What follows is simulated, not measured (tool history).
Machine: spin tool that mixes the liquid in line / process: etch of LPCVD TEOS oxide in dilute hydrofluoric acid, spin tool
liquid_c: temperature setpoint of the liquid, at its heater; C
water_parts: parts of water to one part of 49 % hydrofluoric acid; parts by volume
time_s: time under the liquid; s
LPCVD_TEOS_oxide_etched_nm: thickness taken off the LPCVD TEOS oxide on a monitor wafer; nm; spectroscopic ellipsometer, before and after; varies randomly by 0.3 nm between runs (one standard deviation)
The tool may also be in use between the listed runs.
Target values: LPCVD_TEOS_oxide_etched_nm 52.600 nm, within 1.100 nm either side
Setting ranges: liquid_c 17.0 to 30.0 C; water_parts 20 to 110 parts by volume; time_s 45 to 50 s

run	hour	liquid_c	water_parts	time_s	LPCVD_TEOS_oxide_etched_nm
1	0.0	22.0	60	45	19.463
2	3.1	24.0	50	45	26.094
3	11.0	25.5	45	45	30.429
4	18.6	26.5	40	45	36.389
5	20.5	27.5	40	45	38.151
6	24.1	28.0	40	45	38.386
7	30.0	28.0	40	45	38.954
8	33.3	28.5	40	45	39.659
9	37.1	30.0	25	45	68.356
10	44.1	29.0	25	45	65.832
11	50.8	27.5	25	45	62.192
12	56.4	26.5	25	45	59.271
13	62.8	25.5	25	45	57.163
14	69.1	25.5	25	45	57.509
15	75.5	25.0	25	45	55.490
16	78.1	24.5	25	45	54.853

Exactly one of the 5 candidate moves below puts every result within its allowed miss. Which one?
A	80.7	27.5	30	50	?
B	80.7	21.0	20	45	?
C	80.7	28.5	35	50	?
D	80.7	23.5	25	45	?
E	80.7	25.5	25	45	?

move	LPCVD_TEOS_oxide_etched_nm
A	56.600
B	58.970
C	50.144
D	52.148
E	56.704
A: lands further from the targets than the last run did
B: lands further from the targets than the last run did
C: moves the result that the last run missed by most past its target, out the other side
D: each result inside its tolerance
E: lands further from the targets than the last run did
The move that meets every target is D.

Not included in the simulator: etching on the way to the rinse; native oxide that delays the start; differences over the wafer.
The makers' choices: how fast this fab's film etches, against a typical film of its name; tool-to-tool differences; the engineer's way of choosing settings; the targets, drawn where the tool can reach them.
